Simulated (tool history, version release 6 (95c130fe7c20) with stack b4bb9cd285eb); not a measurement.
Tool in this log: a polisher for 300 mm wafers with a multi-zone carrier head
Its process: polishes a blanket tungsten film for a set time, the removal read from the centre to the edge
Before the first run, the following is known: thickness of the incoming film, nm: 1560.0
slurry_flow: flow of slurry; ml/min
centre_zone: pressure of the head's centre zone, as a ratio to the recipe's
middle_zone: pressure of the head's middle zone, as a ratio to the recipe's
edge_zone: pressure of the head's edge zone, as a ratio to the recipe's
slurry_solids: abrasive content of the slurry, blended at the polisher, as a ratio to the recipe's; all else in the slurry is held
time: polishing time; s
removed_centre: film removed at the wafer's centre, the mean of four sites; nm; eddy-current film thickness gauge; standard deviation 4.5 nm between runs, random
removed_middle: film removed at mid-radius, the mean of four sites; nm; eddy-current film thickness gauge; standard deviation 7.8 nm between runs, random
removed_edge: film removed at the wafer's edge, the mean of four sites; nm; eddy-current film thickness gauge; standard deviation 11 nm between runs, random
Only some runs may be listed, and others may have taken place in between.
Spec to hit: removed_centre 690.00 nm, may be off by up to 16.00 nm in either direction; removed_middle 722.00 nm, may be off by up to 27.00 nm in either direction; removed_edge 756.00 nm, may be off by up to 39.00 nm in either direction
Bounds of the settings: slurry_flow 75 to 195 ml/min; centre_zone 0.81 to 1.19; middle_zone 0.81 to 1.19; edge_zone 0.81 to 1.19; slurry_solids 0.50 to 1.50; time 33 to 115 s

{"run": 1, "hour": 0.0, "slurry_flow": 125, "centre_zone": 1.0, "middle_zone": 1.0, "edge_zone": 1.0, "slurry_solids": 1.0, "time": 73, "removed_centre": 550.99, "removed_middle": 544.46, "removed_edge": 535.22}
{"run": 2, "hour": 8.8, "slurry_flow": 125, "centre_zone": 1.0, "middle_zone": 1.06, "edge_zone": 1.0, "slurry_solids": 1.0, "time": 73, "removed_centre": 542.13, "removed_middle": 573.65, "removed_edge": 549.05}
{"run": 3, "hour": 15.3, "slurry_flow": 140, "centre_zone": 1.0, "middle_zone": 1.06, "edge_zone": 1.0, "slurry_solids": 1.0, "time": 73, "removed_centre": 556.25, "removed_middle": 576.04, "removed_edge": 543.06}
{"run": 4, "hour": 18.4, "slurry_flow": 140, "centre_zone": 1.0, "middle_zone": 1.06, "edge_zone": 1.0, "slurry_solids": 1.0, "time": 56, "removed_centre": 434.6, "removed_middle": 440.02, "removed_edge": 423.09}
{"run": 5, "hour": 20.4, "slurry_flow": 140, "centre_zone": 1.0, "middle_zone": 1.06, "edge_zone": 0.94, "slurry_solids": 1.0, "time": 56, "removed_centre": 426.0, "removed_middle": 444.89, "removed_edge": 405.8}
{"run": 6, "hour": 28.6, "slurry_flow": 140, "centre_zone": 1.0, "middle_zone": 1.06, "edge_zone": 0.94, "slurry_solids": 1.0, "time": 69, "removed_centre": 530.65, "removed_middle": 542.03, "removed_edge": 499.35}
{"run": 7, "hour": 36.8, "slurry_flow": 130, "centre_zone": 1.02, "middle_zone": 1.07, "edge_zone": 1.03, "slurry_solids": 1.15, "time": 73, "removed_centre": 576.95, "removed_middle": 582.39, "removed_edge": 563.6}
{"run": 8, "hour": 41.6, "slurry_flow": 125, "centre_zone": 1.01, "middle_zone": 1.09, "edge_zone": 1.08, "slurry_solids": 1.25, "time": 77, "removed_centre": 607.75, "removed_middle": 645.81, "removed_edge": 608.29}
{"run": 9, "hour": 50.2, "slurry_flow": 160, "centre_zone": 0.93, "middle_zone": 0.99, "edge_zone": 1.18, "slurry_solids": 1.5, "time": 83, "removed_centre": 661.91, "removed_middle": 702.11, "removed_edge": 753.89}

Exactly one of the 5 candidate moves below puts every result within its allowed miss. Which one?
{"run": "A", "hour": 58.8, "slurry_flow": 150, "centre_zone": 0.9, "middle_zone": 1.01, "edge_zone": 1.19, "slurry_solids": 1.5, "time": 84, "removed_centre": "?", "removed_middle": "?", "removed_edge": "?"}
{"run": "B", "hour": 58.8, "slurry_flow": 185, "centre_zone": 0.97, "middle_zone": 1.08, "edge_zone": 1.1, "slurry_solids": 1.5, "time": 85, "removed_centre": "?", "removed_middle": "?", "removed_edge": "?"}
{"run": "C", "hour": 58.8, "slurry_flow": 175, "centre_zone": 0.97, "middle_zone": 1.07, "edge_zone": 1.1, "slurry_solids": 1.5, "time": 86, "removed_centre": "?", "removed_middle": "?", "removed_edge": "?"}
{"run": "D", "hour": 58.8, "slurry_flow": 160, "centre_zone": 0.89, "middle_zone": 1.06, "edge_zone": 1.17, "slurry_solids": 1.45, "time": 85, "removed_centre": "?", "removed_middle": "?", "removed_edge": "?"}
{"run": "E", "hour": 58.8, "slurry_flow": 115, "centre_zone": 0.95, "middle_zone": 0.99, "edge_zone": 1.09, "slurry_solids": 1.4, "time": 92, "removed_centre": "?", "removed_middle": "?", "removed_edge": "?"}

move=A removed_centre=640.49 removed_middle=707.35 removed_edge=743.98
move=B removed_centre=728.46 removed_middle=778.39 removed_edge=742.52
move=C removed_centre=729.64 removed_middle=775.35 removed_edge=746.42
move=D removed_centre=644.90 removed_middle=744.17 removed_edge=746.80
move=E removed_centre=682.94 removed_middle=709.94 removed_edge=737.24
A: lands further from the targets than the last run did
B: pushes the last run's worst result past its target
C: pushes the last run's worst result past its target
D: lands further from the targets than the last run did
E: in spec on every target
The right move is E.

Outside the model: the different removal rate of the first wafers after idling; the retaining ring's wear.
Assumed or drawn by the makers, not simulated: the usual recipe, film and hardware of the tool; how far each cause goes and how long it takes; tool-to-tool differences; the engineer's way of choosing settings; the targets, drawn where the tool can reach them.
